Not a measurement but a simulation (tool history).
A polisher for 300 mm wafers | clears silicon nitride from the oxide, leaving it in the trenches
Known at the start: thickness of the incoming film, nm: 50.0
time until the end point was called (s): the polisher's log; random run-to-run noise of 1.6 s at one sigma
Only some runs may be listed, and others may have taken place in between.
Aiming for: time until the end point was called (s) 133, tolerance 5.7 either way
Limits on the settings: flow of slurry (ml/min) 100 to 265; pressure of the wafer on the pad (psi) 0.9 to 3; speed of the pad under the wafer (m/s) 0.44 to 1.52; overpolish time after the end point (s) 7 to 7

run  hour  flow of slurry (ml/min)  pressure of the wafer on the pad (psi)  speed of the pad under the wafer (m/s)  overpolish time after the end point (s)  time until the end point was called (s)
  1     0                      170                                     1.9                                    0.98                                        7                                   63.998
  2   4.7                      165                                     1.6                                    0.94                                        7                                    77.37
  3  11.5                      125                                     1.6                                    0.94                                        7                                   83.653
  4  12.6                      120                                     1.4                                    0.92                                        7                                   96.526
  5  16.8                      120                                     1.4                                    0.92                                        7                                   96.311
  6  25.5                      115                                     1.3                                    0.92                                        7                                   103.36
  7  29.3                      115                                     1.2                                    0.92                                        7                                   113.29
  8  33.5                      115                                     1.2                                    0.92                                        7                                   114.11
  9  41.8                      115                                     1.1                                    0.92                                        7                                   125.86
       44  -- head pressure recalibrated
 10    44                      115                                       1                                    0.92                                        7                                   148.41

Pick the move, out of 4, that brings all results within their allowed miss; only one does.
  A  46.2                      115                                     0.9                                    0.88                                        7                                        ?
  B  46.2                      105                                     1.5                                    0.52                                        7                                        ?
  C  46.2                      150                                     1.3                                    0.76                                        7                                        ?
  D  46.2                      100                                     1.4                                    0.72                                        7                                        ?

move  time until the end point was called (s)
   A                                   171.34
   B                                   150.81
   C                                   125.61
   D                                   134.14
A: lands further from the targets than the last run did
B: lands further from the targets than the last run did
C: takes the biggest miss from the last run beyond its target
D: every result within its allowed miss
Move D is the one to make.
